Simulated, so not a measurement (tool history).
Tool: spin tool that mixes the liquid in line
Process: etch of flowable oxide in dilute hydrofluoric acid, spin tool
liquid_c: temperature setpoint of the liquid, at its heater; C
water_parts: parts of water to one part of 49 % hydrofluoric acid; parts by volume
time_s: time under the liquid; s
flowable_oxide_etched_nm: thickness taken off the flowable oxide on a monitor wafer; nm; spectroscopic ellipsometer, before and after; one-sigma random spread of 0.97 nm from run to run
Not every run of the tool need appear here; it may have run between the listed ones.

run,hour,liquid_c,water_parts,time_s,flowable_oxide_etched_nm
1,0,24,75,95,85.403
2,3.8,22,75,95,79.541
3,5.6,22.5,75,95,78.985
4,10.9,19.5,75,95,71.236
5,17.9,20.5,75,95,73.922
6,20.9,20.5,75,100,78.866

Run 7, settings as shown, results not yet in. Your forecast:
7,22.4,21,75,100,?

Run 7 produced flowable_oxide_etched_nm 79.606 nm.
